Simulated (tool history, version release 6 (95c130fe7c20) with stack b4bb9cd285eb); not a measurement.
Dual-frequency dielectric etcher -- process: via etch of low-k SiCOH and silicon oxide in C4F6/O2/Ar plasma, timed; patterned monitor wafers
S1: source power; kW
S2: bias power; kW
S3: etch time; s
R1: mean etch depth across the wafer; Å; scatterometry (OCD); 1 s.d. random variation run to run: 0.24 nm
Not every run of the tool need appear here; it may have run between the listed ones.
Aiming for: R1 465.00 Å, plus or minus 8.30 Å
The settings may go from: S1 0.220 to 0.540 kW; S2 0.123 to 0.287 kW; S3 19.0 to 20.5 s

run 1 day=0.000 | S1=0.380 S2=0.205 S3=20.5 | R1=429.85
run 2 day=0.021 | S1=0.310 S2=0.205 S3=20.5 | R1=403.55
run 3 day=0.225 | S1=0.350 S2=0.209 S3=20.5 | R1=421.56
run 4 day=0.575 | S1=0.380 S2=0.212 S3=20.5 | R1=436.07
run 5 day=0.867 | S1=0.420 S2=0.212 S3=20.5 | R1=451.88
run 6 day=1.242 | S1=0.420 S2=0.212 S3=19.0 | R1=413.56
run 7 day=1.588 | S1=0.440 S2=0.223 S3=19.0 | R1=428.16
run 8 day=1.900 | S1=0.460 S2=0.230 S3=19.0 | R1=440.13
run 9 day=2.075 | S1=0.480 S2=0.233 S3=19.0 | R1=447.14

Which single option among these 4 for the next run brings every result within its allowed miss of target? Just one does.
run A day=2.250 | S1=0.470 S2=0.225 S3=19.0 | R1=?
run B day=2.250 | S1=0.470 S2=0.263 S3=19.0 | R1=?
run C day=2.250 | S1=0.540 S2=0.162 S3=19.5 | R1=?
run D day=2.250 | S1=0.490 S2=0.209 S3=19.0 | R1=?

move=A R1=441.94
move=B R1=461.82
move=C R1=438.42
move=D R1=439.80
A: further off than the last run
B: all results in spec
C: further off than the last run
D: further off than the last run
So the answer is move B, the one that meets all the targets.
